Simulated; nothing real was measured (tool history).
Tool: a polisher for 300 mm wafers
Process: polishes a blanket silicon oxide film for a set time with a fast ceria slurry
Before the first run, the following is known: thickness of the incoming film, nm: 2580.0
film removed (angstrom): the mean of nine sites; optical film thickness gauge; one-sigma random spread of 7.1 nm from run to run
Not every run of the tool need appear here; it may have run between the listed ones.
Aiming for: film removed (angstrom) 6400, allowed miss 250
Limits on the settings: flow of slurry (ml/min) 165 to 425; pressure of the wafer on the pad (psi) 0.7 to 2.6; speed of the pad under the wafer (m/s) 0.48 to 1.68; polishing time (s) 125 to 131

run	day	flow of slurry (ml/min)	pressure of the wafer on the pad (psi)	speed of the pad under the wafer (m/s)	polishing time (s)	film removed (angstrom)
1	0	275	1.6	1.08	125	10146
2	0.304	275	1.6	1.08	131	10887
3	0.346	275	1.8	1.08	131	12006
4	0.588	275	1.6	1.06	131	10661
5	0.829	275	1.6	0.84	131	8353.3
6	0.871	275	1.6	0.84	125	8051.5
7	0.992	275	1.5	0.84	125	7668.4
8	1.279	275	1.4	0.84	125	7356.7
9	1.325	275	1.3	0.84	125	6687.6

Exactly one of the 4 candidate moves below puts every result within its allowed miss. Which one?
A	1.371	295	1.6	0.72	130	?
B	1.371	295	1.5	0.7	131	?
C	1.371	205	1.3	0.72	126	?
D	1.371	265	1.2	0.82	129	?

move	film removed (angstrom)
A	7307.7
B	6800.1
C	5840.9
D	6478.2
A: the biggest miss grows against the last run
B: the biggest miss grows against the last run
C: the result that was furthest off in the last run now lies on the other side of its target
D: every result within its allowed miss
The right move is D.

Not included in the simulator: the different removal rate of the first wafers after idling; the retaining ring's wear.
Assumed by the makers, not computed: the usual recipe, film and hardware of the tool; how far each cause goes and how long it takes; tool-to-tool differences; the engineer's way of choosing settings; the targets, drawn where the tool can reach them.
